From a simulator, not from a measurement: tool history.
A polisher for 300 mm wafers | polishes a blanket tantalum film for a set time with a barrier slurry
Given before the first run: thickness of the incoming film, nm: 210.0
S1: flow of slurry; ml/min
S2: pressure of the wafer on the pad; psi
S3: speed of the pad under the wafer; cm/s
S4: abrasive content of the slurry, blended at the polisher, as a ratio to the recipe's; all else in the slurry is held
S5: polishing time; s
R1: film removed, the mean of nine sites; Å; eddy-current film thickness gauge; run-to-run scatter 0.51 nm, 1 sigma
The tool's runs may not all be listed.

run 1 hour=0 | S1=285 S2=2.2 S3=108 S4=1 S5=24 | R1=360.24
run 2 hour=7.5 | S1=285 S2=2.2 S3=98 S4=1 S5=24 | R1=326.39
run 3 hour=13.5 | S1=285 S2=2.2 S3=98 S4=1 S5=21 | R1=287.65
run 4 hour=21.7 | S1=285 S2=2.4 S3=102 S4=1 S5=21 | R1=322.22
run 5 hour=26.5 | S1=285 S2=2.6 S3=108 S4=1 S5=21 | R1=369.52
run 6 hour=28.9 | S1=350 S2=2.6 S3=108 S4=1 S5=21 | R1=374.6
run 7 hour=30.7 | S1=350 S2=3.2 S3=132 S4=1 S5=21 | R1=539.49
run 8 hour=37.4 | S1=350 S2=3.2 S3=132 S4=1 S5=21 | R1=539.16
-- hour=45.6 slurry blender recalibrated
run 9 hour=45.6 | S1=350 S2=3.2 S3=134 S4=1 S5=21 | R1=601.14
run 10 hour=54.4 | S1=350 S2=3.4 S3=136 S4=1 S5=21 | R1=637.64

Expected results for the next run?
run 11 hour=56.1 | S1=350 S2=3.4 S3=136 S4=1 S5=21 | R1=?

Run 11 produced R1 648.34 Å.

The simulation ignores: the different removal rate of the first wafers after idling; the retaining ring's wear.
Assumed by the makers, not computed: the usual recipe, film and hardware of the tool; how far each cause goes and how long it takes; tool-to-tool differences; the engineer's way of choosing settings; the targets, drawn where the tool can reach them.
